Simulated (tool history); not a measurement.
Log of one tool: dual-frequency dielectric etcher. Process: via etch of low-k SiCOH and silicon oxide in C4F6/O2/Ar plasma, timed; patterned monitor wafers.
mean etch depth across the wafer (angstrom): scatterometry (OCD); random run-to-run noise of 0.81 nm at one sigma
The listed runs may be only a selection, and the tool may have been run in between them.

| run | day | source power (kW) | bias power (kW) | etch time (s) | mean etch depth across the wafer (angstrom) |
|---|---|---|---|---|---|
| 1 | 0.000 | 0.400 | 0.151 | 76.5 | 2038.2 |
| 2 | 0.233 | 0.380 | 0.144 | 76.5 | 1926.0 |
| 3 | 0.379 | 0.310 | 0.144 | 76.5 | 1728.8 |
| 4 | 0.562 | 0.240 | 0.144 | 76.5 | 1482.7 |
| 5 | 0.912 | 0.240 | 0.122 | 76.5 | 1404.0 |
| 6 | 1.188 | 0.250 | 0.122 | 76.5 | 1433.0 |
| 7 | 1.417 | 0.260 | 0.122 | 76.5 | 1472.9 |

Run 8, settings as shown, results not yet in. Your forecast:
| 8 | 1.717 | 0.270 | 0.122 | 76.5 | ? |

Logged for run 8: mean etch depth across the wafer (angstrom) 1522.1.
